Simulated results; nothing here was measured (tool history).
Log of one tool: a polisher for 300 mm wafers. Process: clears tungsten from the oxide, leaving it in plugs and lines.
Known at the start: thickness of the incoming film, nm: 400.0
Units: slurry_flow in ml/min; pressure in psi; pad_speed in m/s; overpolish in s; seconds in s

| run | hour | slurry_flow | pressure | pad_speed | slurry_solids | overpolish | seconds |
|---|---|---|---|---|---|---|---|
| 1 | 0 | 185 | 4.8 | 1.08 | 1 | 8 | 63.758 |
| 2 | 3.6 | 185 | 5.5 | 1.08 | 1 | 8 | 54.146 |
| 3 | 7.8 | 185 | 5.1 | 1.08 | 1 | 8 | 59.96 |
| 4 | 15.4 | 185 | 6.3 | 1.08 | 1 | 8 | 47.648 |
| 5 | 23.1 | 185 | 5.8 | 1.08 | 1 | 8 | 52.183 |
| 6 | 25.9 | 185 | 5.3 | 1.08 | 1 | 8 | 57.006 |
| 7 | 28.3 | 185 | 4.9 | 1.08 | 1 | 8 | 62.315 |
| 8 | 32.1 | 185 | 4.6 | 1.08 | 1 | 8 | 65.17 |
| 9 | 34.9 | 180 | 3.2 | 1.06 | 1 | 8 | 94.301 |

Run 10 comes next. What will it give?
| 10 | 43.1 | 180 | 3.3 | 1.06 | 1 | 8 | ? |

Run 10 gave seconds 92.419 s.

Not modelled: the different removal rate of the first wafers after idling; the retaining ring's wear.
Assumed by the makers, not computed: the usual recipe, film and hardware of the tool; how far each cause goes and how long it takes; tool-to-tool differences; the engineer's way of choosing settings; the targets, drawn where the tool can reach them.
